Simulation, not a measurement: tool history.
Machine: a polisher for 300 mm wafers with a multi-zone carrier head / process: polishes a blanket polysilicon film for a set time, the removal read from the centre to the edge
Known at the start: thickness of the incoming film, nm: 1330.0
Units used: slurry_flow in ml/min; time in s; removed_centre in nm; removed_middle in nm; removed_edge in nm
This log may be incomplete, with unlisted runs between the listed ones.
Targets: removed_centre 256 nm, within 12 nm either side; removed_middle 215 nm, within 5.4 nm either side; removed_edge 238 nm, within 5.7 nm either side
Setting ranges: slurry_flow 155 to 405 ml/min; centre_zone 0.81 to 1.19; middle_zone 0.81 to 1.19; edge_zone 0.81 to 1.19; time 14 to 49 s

run 1 hour=0 | slurry_flow=260 centre_zone=1 middle_zone=1 edge_zone=1 time=31 | removed_centre=247.88 removed_middle=242.31 removed_edge=246.68
run 2 hour=6.5 | slurry_flow=260 centre_zone=1 middle_zone=0.95 edge_zone=1 time=31 | removed_centre=252.76 removed_middle=233.84 removed_edge=246.96
run 3 hour=14 | slurry_flow=250 centre_zone=1.01 middle_zone=0.93 edge_zone=0.99 time=31 | removed_centre=249.3 removed_middle=229.32 removed_edge=244.79
run 4 hour=17.2 | slurry_flow=250 centre_zone=1.01 middle_zone=0.93 edge_zone=0.99 time=27 | removed_centre=221.87 removed_middle=199.79 removed_edge=212.31
run 5 hour=21.1 | slurry_flow=250 centre_zone=1.01 middle_zone=0.93 edge_zone=1.07 time=27 | removed_centre=222.34 removed_middle=198.81 removed_edge=221.37
run 6 hour=22.8 | slurry_flow=250 centre_zone=0.97 middle_zone=0.93 edge_zone=1.07 time=27 | removed_centre=213.81 removed_middle=197.87 removed_edge=221.16
run 7 hour=29.5 | slurry_flow=270 centre_zone=1 middle_zone=0.94 edge_zone=1.08 time=27 | removed_centre=220.99 removed_middle=202.34 removed_edge=223.97
run 8 hour=32.9 | slurry_flow=285 centre_zone=1.03 middle_zone=0.94 edge_zone=1.09 time=27 | removed_centre=226.13 removed_middle=203.8 removed_edge=225.24
run 9 hour=38.7 | slurry_flow=295 centre_zone=1.06 middle_zone=0.94 edge_zone=1.1 time=27 | removed_centre=236.57 removed_middle=203.47 removed_edge=229.91
run 10 hour=43.5 | slurry_flow=355 centre_zone=1.11 middle_zone=0.99 edge_zone=1.1 time=27 | removed_centre=249.37 removed_middle=216.56 removed_edge=228.58
run 11 hour=46.5 | slurry_flow=355 centre_zone=1.11 middle_zone=0.99 edge_zone=1.11 time=27 | removed_centre=242.82 removed_middle=218.99 removed_edge=232.92

Next run, 5 choices. One meets every target within its allowed miss, the rest don't. Which?
run A hour=49.5 | slurry_flow=320 centre_zone=1.03 middle_zone=0.98 edge_zone=1.11 time=27 | removed_centre=? removed_middle=? removed_edge=?
run B hour=49.5 | slurry_flow=345 centre_zone=1.17 middle_zone=0.98 edge_zone=1.18 time=27 | removed_centre=? removed_middle=? removed_edge=?
run C hour=49.5 | slurry_flow=360 centre_zone=1.07 middle_zone=0.98 edge_zone=1.04 time=27 | removed_centre=? removed_middle=? removed_edge=?
run D hour=49.5 | slurry_flow=395 centre_zone=1.16 middle_zone=0.95 edge_zone=0.94 time=29 | removed_centre=? removed_middle=? removed_edge=?
run E hour=49.5 | slurry_flow=370 centre_zone=1.06 middle_zone=1.06 edge_zone=1.07 time=26 | removed_centre=? removed_middle=? removed_edge=?

move=A removed_centre=227.86 removed_middle=215.44 removed_edge=230.28
move=B removed_centre=251.66 removed_middle=216.81 removed_edge=238.93
move=C removed_centre=236.87 removed_middle=217.73 removed_edge=224.73
move=D removed_centre=271.85 removed_middle=229.5 removed_edge=231.34
move=E removed_centre=227.27 removed_middle=224.58 removed_edge=219.63
A: the biggest miss grows against the last run
B: each result inside its tolerance
C: the biggest miss grows against the last run
D: the result that was furthest off in the last run now lies on the other side of its target
E: the biggest miss grows against the last run
Correct choice: B, which meets every target
